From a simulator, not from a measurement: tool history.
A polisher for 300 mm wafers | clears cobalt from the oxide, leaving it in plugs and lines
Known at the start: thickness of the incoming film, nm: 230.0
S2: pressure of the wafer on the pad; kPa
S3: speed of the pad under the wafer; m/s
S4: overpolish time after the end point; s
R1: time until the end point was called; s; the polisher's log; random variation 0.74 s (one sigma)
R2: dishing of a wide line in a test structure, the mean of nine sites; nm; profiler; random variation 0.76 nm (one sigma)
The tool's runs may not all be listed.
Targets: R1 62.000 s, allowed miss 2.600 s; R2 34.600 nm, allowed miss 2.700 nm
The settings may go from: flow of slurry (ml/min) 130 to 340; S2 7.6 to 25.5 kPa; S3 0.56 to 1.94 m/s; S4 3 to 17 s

{"run": 1, "hour": 0.0, "flow of slurry (ml/min)": 220, "S2": 16.5, "S3": 1.24, "S4": 9, "R1": 36.389, "R2": 37.241}
{"run": 2, "hour": 6.2, "flow of slurry (ml/min)": 200, "S2": 16.5, "S3": 1.24, "S4": 9, "R1": 37.186, "R2": 36.632}
{"run": 3, "hour": 8.3, "flow of slurry (ml/min)": 200, "S2": 19.3, "S3": 1.24, "S4": 9, "R1": 33.379, "R2": 38.522}
{"run": 4, "hour": 14.1, "flow of slurry (ml/min)": 200, "S2": 19.3, "S3": 1.1, "S4": 9, "R1": 35.534, "R2": 36.42}
{"run": 5, "hour": 17.4, "flow of slurry (ml/min)": 195, "S2": 16.5, "S3": 1.08, "S4": 10, "R1": 40.891, "R2": 38.24}
{"run": 6, "hour": 20.4, "flow of slurry (ml/min)": 175, "S2": 16.5, "S3": 1.08, "S4": 10, "R1": 41.669, "R2": 36.542}
{"hour": 24.4, "done": "head pressure recalibrated"}
{"run": 7, "hour": 24.4, "flow of slurry (ml/min)": 175, "S2": 14.5, "S3": 1.06, "S4": 10, "R1": 43.033, "R2": 36.023}
{"run": 8, "hour": 28.0, "flow of slurry (ml/min)": 175, "S2": 13.1, "S3": 0.96, "S4": 11, "R1": 48.925, "R2": 34.539}
{"run": 9, "hour": 29.4, "flow of slurry (ml/min)": 175, "S2": 11.7, "S3": 0.92, "S4": 12, "R1": 53.661, "R2": 36.542}
{"run": 10, "hour": 32.8, "flow of slurry (ml/min)": 175, "S2": 11.0, "S3": 0.92, "S4": 12, "R1": 56.529, "R2": 33.085}

Which of these 4 next moves meets every target?
{"run": "A", "hour": 36.2, "flow of slurry (ml/min)": 240, "S2": 9.0, "S3": 1.02, "S4": 12, "R1": "?", "R2": "?"}
{"run": "B", "hour": 36.2, "flow of slurry (ml/min)": 215, "S2": 13.1, "S3": 0.64, "S4": 10, "R1": "?", "R2": "?"}
{"run": "C", "hour": 36.2, "flow of slurry (ml/min)": 190, "S2": 10.3, "S3": 0.92, "S4": 14, "R1": "?", "R2": "?"}
{"run": "D", "hour": 36.2, "flow of slurry (ml/min)": 260, "S2": 8.3, "S3": 0.88, "S4": 14, "R1": "?", "R2": "?"}

move=A R1=56.718 R2=33.574
move=B R1=58.159 R2=29.286
move=C R1=57.183 R2=36.667
move=D R1=63.635 R2=34.431
A: as far off as the last run
B: nearer than the last run, and not there yet
C: nearer than the last run, and not there yet
D: meets every target
The right move is D.

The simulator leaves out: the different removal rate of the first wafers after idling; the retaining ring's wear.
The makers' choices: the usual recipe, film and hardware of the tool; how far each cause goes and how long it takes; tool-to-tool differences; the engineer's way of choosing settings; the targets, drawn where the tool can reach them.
